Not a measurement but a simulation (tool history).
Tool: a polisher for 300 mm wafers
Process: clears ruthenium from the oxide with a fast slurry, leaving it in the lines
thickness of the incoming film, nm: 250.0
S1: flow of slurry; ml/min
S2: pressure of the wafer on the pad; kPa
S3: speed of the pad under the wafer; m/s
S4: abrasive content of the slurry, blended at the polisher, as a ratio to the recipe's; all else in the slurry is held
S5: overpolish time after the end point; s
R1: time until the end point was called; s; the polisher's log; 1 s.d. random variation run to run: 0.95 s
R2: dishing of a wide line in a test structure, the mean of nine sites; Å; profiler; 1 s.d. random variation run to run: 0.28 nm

| run | day | S1 | S2 | S3 | S4 | S5 | R1 | R2 |
|---|---|---|---|---|---|---|---|---|
| 1 | 0 | 175 | 21.4 | 1.14 | 1 | 8 | 49.374 | 371.08 |
| 2 | 0.067 | 175 | 21.4 | 1.14 | 1 | 6 | 49.622 | 276.58 |
| 3 | 0.342 | 175 | 20.7 | 1.14 | 1 | 6 | 52.056 | 278.57 |
| 4 | 0.621 | 175 | 20 | 1.14 | 1 | 6 | 53.22 | 265.22 |
| 5 | 0.829 | 175 | 19.3 | 1.14 | 1 | 6 | 55.396 | 254.94 |
| 6 | 0.946 | 175 | 19.3 | 1.14 | 1 | 4 | 56.185 | 171.61 |
| 7 | 0.983 | 170 | 19.3 | 1.14 | 1 | 4 | 54.766 | 173.72 |
| 8 | 1.333 | 180 | 18.6 | 1.14 | 1 | 4 | 57.361 | 165.09 |
| 9 | 1.583 | 175 | 18.6 | 1.12 | 1 | 4 | 58.235 | 169.03 |

Predict the results of run 10:
| 10 | 1.921 | 175 | 18.6 | 1.1 | 1 | 4 | ? | ? |

Logged for run 10: R1 59.123 s, R2 161.03 Å.
